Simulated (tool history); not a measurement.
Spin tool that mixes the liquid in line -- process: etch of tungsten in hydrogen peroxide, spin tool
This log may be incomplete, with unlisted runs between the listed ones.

| run | hour | temperature setpoint of the liquid (C) | concentration of hydrogen peroxide in the mixed liquid (% by weight) | time under the liquid (s) | thickness taken off the tungsten on a monitor wafer (Å) |
|---|---|---|---|---|---|
| 1 | 0 | 46 | 21.5 | 15 | 344.41 |
| 2 | 3.8 | 46 | 21.5 | 15 | 347.49 |
| 3 | 6.4 | 46 | 21.5 | 15 | 343.02 |
| 4 | 14.6 | 46 | 25 | 15 | 368.69 |
| 5 | 15.4 | 41.5 | 25 | 15 | 279.99 |
| 6 | 21.5 | 38.5 | 25 | 15 | 233.51 |
| 7 | 23.3 | 36.5 | 25 | 15 | 202.26 |
| 8 | 26.9 | 35.5 | 25 | 15 | 187.59 |
| 9 | 30.4 | 34.5 | 25 | 15 | 173.05 |
| 10 | 34.8 | 34 | 25 | 15 | 169.01 |

Run 11 is up next; what results do you expect?
| 11 | 43.1 | 33.5 | 25 | 15 | ? |

thickness taken off the tungsten on a monitor wafer (Å): 166.72

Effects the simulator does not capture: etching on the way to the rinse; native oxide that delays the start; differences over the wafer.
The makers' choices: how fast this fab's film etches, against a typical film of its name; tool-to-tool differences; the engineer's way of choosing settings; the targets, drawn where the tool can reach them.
